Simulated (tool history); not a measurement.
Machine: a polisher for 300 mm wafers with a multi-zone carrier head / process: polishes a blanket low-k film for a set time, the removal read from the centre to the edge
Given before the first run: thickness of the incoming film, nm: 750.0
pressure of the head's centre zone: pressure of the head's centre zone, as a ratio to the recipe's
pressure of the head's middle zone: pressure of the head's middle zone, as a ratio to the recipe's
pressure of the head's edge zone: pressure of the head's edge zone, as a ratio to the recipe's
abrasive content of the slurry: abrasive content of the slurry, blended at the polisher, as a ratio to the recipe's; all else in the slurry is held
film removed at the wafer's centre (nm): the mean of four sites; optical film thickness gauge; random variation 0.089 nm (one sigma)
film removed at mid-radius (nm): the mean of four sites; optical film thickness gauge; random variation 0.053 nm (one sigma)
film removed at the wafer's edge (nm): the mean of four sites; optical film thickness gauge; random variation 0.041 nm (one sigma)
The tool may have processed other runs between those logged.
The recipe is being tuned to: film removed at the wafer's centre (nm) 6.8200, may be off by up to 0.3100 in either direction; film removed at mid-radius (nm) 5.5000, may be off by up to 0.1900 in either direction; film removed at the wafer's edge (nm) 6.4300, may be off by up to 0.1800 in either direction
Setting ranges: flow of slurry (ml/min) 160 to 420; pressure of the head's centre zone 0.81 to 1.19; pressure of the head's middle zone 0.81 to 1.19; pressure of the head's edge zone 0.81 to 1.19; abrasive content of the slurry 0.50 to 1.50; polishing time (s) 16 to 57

run,hour,flow of slurry (ml/min),pressure of the head's centre zone,pressure of the head's middle zone,pressure of the head's edge zone,abrasive content of the slurry,polishing time (s),film removed at the wafer's centre (nm),film removed at mid-radius (nm),film removed at the wafer's edge (nm)
1,0.0,270,1.00,1.00,1.00,1.00,36,10.6990,10.5080,10.2860
2,8.9,270,1.00,1.00,1.00,0.95,36,10.3480,10.4390,10.1240
3,12.7,270,1.00,0.95,1.00,0.95,36,10.4220,10.0510,10.0440
4,16.2,270,1.00,0.95,1.00,0.95,45,13.1200,12.4070,12.6490
5,23.4,255,1.03,0.91,1.03,0.85,40,11.3650,10.1020,10.9050
6,28.5,245,1.04,0.88,1.03,0.75,36,9.5868,8.4576,9.3238
7,34.1,235,1.06,0.86,1.03,0.70,34,9.3682,7.5194,8.5680
8,38.1,225,1.05,0.85,1.02,0.65,33,8.4568,7.0599,7.9453
9,39.1,215,1.05,0.84,1.02,0.60,32,8.1894,6.5526,7.5839
10,41.5,205,1.04,0.83,1.01,0.55,31,7.6024,6.0706,6.9662
11,44.9,195,1.03,0.82,1.01,0.55,31,7.2080,6.0325,6.9694
12,51.2,195,1.06,0.81,1.01,0.50,28,6.4930,5.1775,6.1646
13,52.3,205,1.06,0.82,1.02,0.50,28,6.5215,5.3140,6.1816
14,60.3,210,1.07,0.82,1.03,0.50,28,6.6842,5.2069,6.2588
15,69.2,230,1.07,0.87,1.05,0.55,28,7.1500,5.7668,6.5587
16,73.0,225,1.07,0.86,1.05,0.55,28,7.2099,5.7410,6.4608

Of the 4 settings listed for the next run, only one would bring every result within its allowed miss of target. Which one?
A,76.8,245,1.07,0.86,0.97,0.85,25,?,?,?
B,76.8,160,1.00,0.90,0.93,0.50,31,?,?,?
C,76.8,205,1.19,0.82,1.15,0.55,27,?,?,?
D,76.8,245,1.06,0.85,1.10,0.60,26,?,?,?

move,film removed at the wafer's centre (nm),film removed at mid-radius (nm),film removed at the wafer's edge (nm)
A,7.4968,6.0635,6.6122
B,6.6598,6.0432,6.3600
C,7.5297,5.2758,6.4755
D,6.8491,5.5386,6.4247
A: lands further from the targets than the last run did
B: lands further from the targets than the last run did
C: takes the biggest miss from the last run beyond its target
D: every result within its allowed miss
Move D is the one to make.
